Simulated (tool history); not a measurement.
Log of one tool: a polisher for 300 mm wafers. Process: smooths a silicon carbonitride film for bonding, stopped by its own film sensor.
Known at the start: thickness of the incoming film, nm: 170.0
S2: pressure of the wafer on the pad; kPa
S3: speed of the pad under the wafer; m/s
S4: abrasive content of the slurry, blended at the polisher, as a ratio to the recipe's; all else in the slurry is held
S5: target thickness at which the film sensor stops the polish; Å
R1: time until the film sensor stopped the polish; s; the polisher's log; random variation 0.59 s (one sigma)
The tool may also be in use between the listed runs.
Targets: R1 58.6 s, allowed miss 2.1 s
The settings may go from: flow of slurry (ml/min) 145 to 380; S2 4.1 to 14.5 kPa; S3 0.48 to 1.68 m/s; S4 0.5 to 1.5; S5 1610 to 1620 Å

Run 1, day 0: flow of slurry (ml/min) 245, S2 9 kPa, S3 1.08 m/s, S4 1, S5 1610 Å. Result: R1 46.607 s.
Run 2, day 0.354: flow of slurry (ml/min) 245, S2 11 kPa, S3 1.08 m/s, S4 1, S5 1610 Å. Result: R1 38.11 s.
Run 3, day 0.408: flow of slurry (ml/min) 245, S2 12.4 kPa, S3 1.08 m/s, S4 1, S5 1610 Å. Result: R1 33.773 s.
Run 4, day 0.629: flow of slurry (ml/min) 245, S2 11 kPa, S3 1.06 m/s, S4 1, S5 1610 Å. Result: R1 38.827 s.
Run 5, day 0.712: flow of slurry (ml/min) 245, S2 11 kPa, S3 1.2 m/s, S4 1, S5 1610 Å. Result: R1 35.063 s.
Run 6, day 1.038: flow of slurry (ml/min) 245, S2 11 kPa, S3 1.2 m/s, S4 1.15, S5 1610 Å. Result: R1 33.121 s.
Run 7, day 1.304: flow of slurry (ml/min) 245, S2 9.7 kPa, S3 1.18 m/s, S4 1.15, S5 1610 Å. Result: R1 37.375 s.
Run 8, day 1.588: flow of slurry (ml/min) 245, S2 8.3 kPa, S3 1.18 m/s, S4 1.15, S5 1610 Å. Result: R1 44.183 s.
Run 9, day 1.767: flow of slurry (ml/min) 245, S2 7.6 kPa, S3 1.18 m/s, S4 1.15, S5 1610 Å. Result: R1 47.932 s.
Run 10, day 1.879: flow of slurry (ml/min) 240, S2 5.5 kPa, S3 1.16 m/s, S4 1.15, S5 1610 Å. Result: R1 67.104 s.

Which of these 4 next moves meets every target?
Run A, day 1.992: flow of slurry (ml/min) 255, S2 6.2 kPa, S3 1.04 m/s, S4 1.15, S5 1610 Å. Result: R1 ?.
Run B, day 1.992: flow of slurry (ml/min) 285, S2 5.5 kPa, S3 1.14 m/s, S4 1.15, S5 1620 Å. Result: R1 ?.
Run C, day 1.992: flow of slurry (ml/min) 325, S2 4.8 kPa, S3 0.98 m/s, S4 1.15, S5 1620 Å. Result: R1 ?.
Run D, day 1.992: flow of slurry (ml/min) 230, S2 6.2 kPa, S3 1.02 m/s, S4 1.15, S5 1610 Å. Result: R1 ?.

move      R1
   A  64.144
   B  58.578
   C  74.121
   D  65.973
A: nearer than the last run, and not there yet
B: meets every target
C: further off than the last run
D: nearer than the last run, and not there yet
Move B is the one to make.
